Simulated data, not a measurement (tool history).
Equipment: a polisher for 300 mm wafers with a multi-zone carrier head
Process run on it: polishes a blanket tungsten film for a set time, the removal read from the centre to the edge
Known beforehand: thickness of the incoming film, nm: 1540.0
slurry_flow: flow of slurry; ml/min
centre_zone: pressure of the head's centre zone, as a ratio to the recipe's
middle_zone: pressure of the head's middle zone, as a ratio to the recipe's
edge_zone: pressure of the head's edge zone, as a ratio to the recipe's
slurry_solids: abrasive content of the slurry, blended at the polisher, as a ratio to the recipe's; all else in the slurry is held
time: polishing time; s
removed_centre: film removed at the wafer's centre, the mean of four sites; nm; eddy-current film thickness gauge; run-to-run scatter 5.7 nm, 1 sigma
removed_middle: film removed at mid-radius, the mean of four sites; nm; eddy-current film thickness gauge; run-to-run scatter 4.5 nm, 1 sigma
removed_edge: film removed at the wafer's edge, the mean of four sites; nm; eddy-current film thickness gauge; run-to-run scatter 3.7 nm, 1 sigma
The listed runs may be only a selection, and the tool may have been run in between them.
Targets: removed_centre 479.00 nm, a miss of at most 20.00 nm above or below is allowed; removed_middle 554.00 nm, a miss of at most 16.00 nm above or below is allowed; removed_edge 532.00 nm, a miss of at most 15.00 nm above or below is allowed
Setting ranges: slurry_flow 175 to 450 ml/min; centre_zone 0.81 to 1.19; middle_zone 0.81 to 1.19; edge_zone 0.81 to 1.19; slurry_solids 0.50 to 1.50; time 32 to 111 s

{"run": 1, "hour": 0.0, "slurry_flow": 290, "centre_zone": 1.0, "middle_zone": 1.0, "edge_zone": 1.0, "slurry_solids": 1.0, "time": 71, "removed_centre": 387.29, "removed_middle": 386.47, "removed_edge": 388.02}
{"run": 2, "hour": 1.6, "slurry_flow": 295, "centre_zone": 0.99, "middle_zone": 1.03, "edge_zone": 1.04, "slurry_solids": 1.1, "time": 73, "removed_centre": 411.66, "removed_middle": 421.16, "removed_edge": 420.99}
{"run": 3, "hour": 10.2, "slurry_flow": 295, "centre_zone": 0.96, "middle_zone": 1.03, "edge_zone": 1.04, "slurry_solids": 1.1, "time": 73, "removed_centre": 396.47, "removed_middle": 424.65, "removed_edge": 422.24}
{"run": 4, "hour": 12.3, "slurry_flow": 295, "centre_zone": 0.96, "middle_zone": 1.03, "edge_zone": 1.13, "slurry_solids": 1.1, "time": 73, "removed_centre": 401.03, "removed_middle": 421.04, "removed_edge": 437.85}
{"run": 5, "hour": 14.6, "slurry_flow": 295, "centre_zone": 0.99, "middle_zone": 1.03, "edge_zone": 1.13, "slurry_solids": 1.1, "time": 73, "removed_centre": 401.87, "removed_middle": 421.33, "removed_edge": 437.68}
{"run": 6, "hour": 18.0, "slurry_flow": 295, "centre_zone": 0.99, "middle_zone": 1.03, "edge_zone": 1.13, "slurry_solids": 0.95, "time": 73, "removed_centre": 389.52, "removed_middle": 406.52, "removed_edge": 421.88}
{"run": 7, "hour": 24.8, "slurry_flow": 300, "centre_zone": 0.99, "middle_zone": 1.06, "edge_zone": 1.14, "slurry_solids": 1.1, "time": 74, "removed_centre": 414.92, "removed_middle": 443.59, "removed_edge": 449.32}
{"run": 8, "hour": 28.7, "slurry_flow": 305, "centre_zone": 0.99, "middle_zone": 1.08, "edge_zone": 1.15, "slurry_solids": 1.2, "time": 75, "removed_centre": 428.82, "removed_middle": 462.86, "removed_edge": 467.64}
{"run": 9, "hour": 30.9, "slurry_flow": 310, "centre_zone": 0.99, "middle_zone": 1.1, "edge_zone": 1.16, "slurry_solids": 1.25, "time": 76, "removed_centre": 445.91, "removed_middle": 487.14, "removed_edge": 483.57}
{"run": 10, "hour": 31.5, "slurry_flow": 315, "centre_zone": 0.98, "middle_zone": 1.11, "edge_zone": 1.17, "slurry_solids": 1.3, "time": 76, "removed_centre": 442.75, "removed_middle": 494.98, "removed_edge": 486.27}
{"run": 11, "hour": 37.5, "slurry_flow": 315, "centre_zone": 0.98, "middle_zone": 1.12, "edge_zone": 1.17, "slurry_solids": 1.35, "time": 77, "removed_centre": 461.01, "removed_middle": 514.22, "removed_edge": 504.97}
{"run": 12, "hour": 42.5, "slurry_flow": 320, "centre_zone": 0.98, "middle_zone": 1.13, "edge_zone": 1.17, "slurry_solids": 1.4, "time": 77, "removed_centre": 459.11, "removed_middle": 529.41, "removed_edge": 508.98}
{"run": 13, "hour": 47.6, "slurry_flow": 325, "centre_zone": 0.98, "middle_zone": 1.13, "edge_zone": 1.17, "slurry_solids": 1.4, "time": 77, "removed_centre": 470.46, "removed_middle": 526.36, "removed_edge": 511.53}
{"run": 14, "hour": 53.7, "slurry_flow": 330, "centre_zone": 0.97, "middle_zone": 1.14, "edge_zone": 1.17, "slurry_solids": 1.4, "time": 77, "removed_centre": 461.79, "removed_middle": 532.48, "removed_edge": 507.54}

Which of these 4 next moves meets every target?
{"run": "A", "hour": 59.8, "slurry_flow": 300, "centre_zone": 1.13, "middle_zone": 1.18, "edge_zone": 1.06, "slurry_solids": 1.5, "time": 77, "removed_centre": "?", "removed_middle": "?", "removed_edge": "?"}
{"run": "B", "hour": 59.8, "slurry_flow": 315, "centre_zone": 1.04, "middle_zone": 1.0, "edge_zone": 1.15, "slurry_solids": 1.3, "time": 87, "removed_centre": "?", "removed_middle": "?", "removed_edge": "?"}
{"run": "C", "hour": 59.8, "slurry_flow": 345, "centre_zone": 0.98, "middle_zone": 1.17, "edge_zone": 1.19, "slurry_solids": 1.3, "time": 80, "removed_centre": "?", "removed_middle": "?", "removed_edge": "?"}
{"run": "D", "hour": 59.8, "slurry_flow": 290, "centre_zone": 1.03, "middle_zone": 1.03, "edge_zone": 1.19, "slurry_solids": 1.4, "time": 81, "removed_centre": "?", "removed_middle": "?", "removed_edge": "?"}

move=A removed_centre=534.13 removed_middle=555.41 removed_edge=492.19
move=B removed_centre=545.80 removed_middle=523.08 removed_edge=557.26
move=C removed_centre=485.66 removed_middle=553.70 removed_edge=523.05
move=D removed_centre=513.12 removed_middle=507.86 removed_edge=537.74
A: moves away from the targets compared with the last run
B: takes the biggest miss from the last run beyond its target
C: every result within its allowed miss
D: brings the last run's worst result on target, with another outside its allowed miss
The move that meets every target is C.
